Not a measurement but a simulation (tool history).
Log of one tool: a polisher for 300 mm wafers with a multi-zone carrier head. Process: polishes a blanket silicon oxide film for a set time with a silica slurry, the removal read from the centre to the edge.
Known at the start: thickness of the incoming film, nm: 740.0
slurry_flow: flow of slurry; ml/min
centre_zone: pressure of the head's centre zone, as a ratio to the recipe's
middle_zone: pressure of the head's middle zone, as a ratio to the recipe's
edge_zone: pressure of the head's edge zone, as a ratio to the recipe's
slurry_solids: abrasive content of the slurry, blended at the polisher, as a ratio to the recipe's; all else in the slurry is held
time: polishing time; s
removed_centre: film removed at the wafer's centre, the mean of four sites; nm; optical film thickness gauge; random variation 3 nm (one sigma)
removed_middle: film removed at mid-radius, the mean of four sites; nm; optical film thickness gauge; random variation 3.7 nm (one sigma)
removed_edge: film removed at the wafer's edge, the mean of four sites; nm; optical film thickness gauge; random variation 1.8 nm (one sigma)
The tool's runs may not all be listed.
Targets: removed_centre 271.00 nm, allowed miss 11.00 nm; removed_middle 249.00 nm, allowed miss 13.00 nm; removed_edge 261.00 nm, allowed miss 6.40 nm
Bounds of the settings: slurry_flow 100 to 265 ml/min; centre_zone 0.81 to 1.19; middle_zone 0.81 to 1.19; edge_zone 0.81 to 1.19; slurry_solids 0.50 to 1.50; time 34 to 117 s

Run 1, hour 0.0: slurry_flow 170 ml/min, centre_zone 1.00, middle_zone 1.00, edge_zone 1.00, slurry_solids 1.00, time 75 s. Result: removed_centre 201.51 nm, removed_middle 206.25 nm, removed_edge 204.70 nm.
Run 2, hour 4.4: slurry_flow 170 ml/min, centre_zone 1.00, middle_zone 1.00, edge_zone 1.00, slurry_solids 1.10, time 75 s. Result: removed_centre 213.78 nm, removed_middle 219.85 nm, removed_edge 216.25 nm.
Run 3, hour 6.9: slurry_flow 170 ml/min, centre_zone 1.00, middle_zone 1.00, edge_zone 1.00, slurry_solids 1.10, time 93 s. Result: removed_centre 263.73 nm, removed_middle 273.76 nm, removed_edge 269.07 nm.
Run 4, hour 9.3: slurry_flow 165 ml/min, centre_zone 1.01, middle_zone 0.98, edge_zone 0.99, slurry_solids 1.10, time 93 s. Result: removed_centre 269.58 nm, removed_middle 261.09 nm, removed_edge 264.58 nm.
Run 5, hour 16.4: slurry_flow 165 ml/min, centre_zone 1.01, middle_zone 0.98, edge_zone 1.06, slurry_solids 1.10, time 93 s. Result: removed_centre 268.76 nm, removed_middle 267.14 nm, removed_edge 273.65 nm.
Run 6, hour 19.2: slurry_flow 165 ml/min, centre_zone 1.01, middle_zone 0.91, edge_zone 1.06, slurry_solids 1.10, time 93 s. Result: removed_centre 266.35 nm, removed_middle 256.15 nm, removed_edge 274.16 nm.
Run 7, hour 25.9: slurry_flow 160 ml/min, centre_zone 1.02, middle_zone 0.92, edge_zone 1.04, slurry_solids 1.10, time 93 s. Result: removed_centre 271.54 nm, removed_middle 261.02 nm, removed_edge 271.27 nm.
At hour 29.9: worn pad replaced by a new one.
Run 8, hour 29.9: slurry_flow 140 ml/min, centre_zone 1.04, middle_zone 0.88, edge_zone 1.00, slurry_solids 1.05, time 93 s. Result: removed_centre 276.24 nm, removed_middle 258.14 nm, removed_edge 274.22 nm.

5 next moves are on the table. One of them brings every result within its allowed miss. Which?
Run A, hour 33.9: slurry_flow 130 ml/min, centre_zone 1.05, middle_zone 0.92, edge_zone 0.97, slurry_solids 1.05, time 90 s. Result: removed_centre ?, removed_middle ?, removed_edge ?.
Run B, hour 33.9: slurry_flow 195 ml/min, centre_zone 1.08, middle_zone 0.92, edge_zone 0.94, slurry_solids 1.05, time 84 s. Result: removed_centre ?, removed_middle ?, removed_edge ?.
Run C, hour 33.9: slurry_flow 100 ml/min, centre_zone 1.05, middle_zone 0.95, edge_zone 1.05, slurry_solids 1.10, time 91 s. Result: removed_centre ?, removed_middle ?, removed_edge ?.
Run D, hour 33.9: slurry_flow 140 ml/min, centre_zone 1.03, middle_zone 0.92, edge_zone 0.81, slurry_solids 0.90, time 101 s. Result: removed_centre ?, removed_middle ?, removed_edge ?.
Run E, hour 33.9: slurry_flow 135 ml/min, centre_zone 0.96, middle_zone 0.81, edge_zone 1.02, slurry_solids 0.95, time 104 s. Result: removed_centre ?, removed_middle ?, removed_edge ?.

move  removed_centre  removed_middle  removed_edge
   A          272.91          248.12        258.39
   B          277.96          244.02        246.82
   C          271.71          253.54        271.64
   D          273.77          253.51        242.41
   E          271.31          248.87        287.93
A: meets every target
B: takes the result that was furthest off past its target
C: nearer than the last run, and not there yet
D: takes the result that was furthest off past its target
E: further off than the last run
Answer: A

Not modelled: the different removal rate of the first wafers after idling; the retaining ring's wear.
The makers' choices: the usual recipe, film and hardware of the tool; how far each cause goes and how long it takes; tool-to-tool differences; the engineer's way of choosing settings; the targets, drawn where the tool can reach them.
